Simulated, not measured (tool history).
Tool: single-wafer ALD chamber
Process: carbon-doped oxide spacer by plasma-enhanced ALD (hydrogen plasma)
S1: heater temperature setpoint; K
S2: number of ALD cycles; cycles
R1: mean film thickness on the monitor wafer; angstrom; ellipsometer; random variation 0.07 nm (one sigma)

| run | hour | S1 | S2 | R1 |
|---|---|---|---|---|
| 1 | 0 | 688.15 | 374 | 183.67 |
| 2 | 6.9 | 688.15 | 345 | 168.45 |
| 3 | 11.3 | 690.15 | 338 | 164.15 |
| 4 | 17.1 | 690.15 | 365 | 177.82 |
| 5 | 21.9 | 692.15 | 354 | 171.65 |
| 6 | 29.1 | 687.15 | 354 | 174.45 |
| 7 | 30.5 | 699.15 | 294 | 138.6 |

Run 8 comes next. What will it give?
| 8 | 31.8 | 698.15 | 295 | ? |

R1: 140.49 angstrom
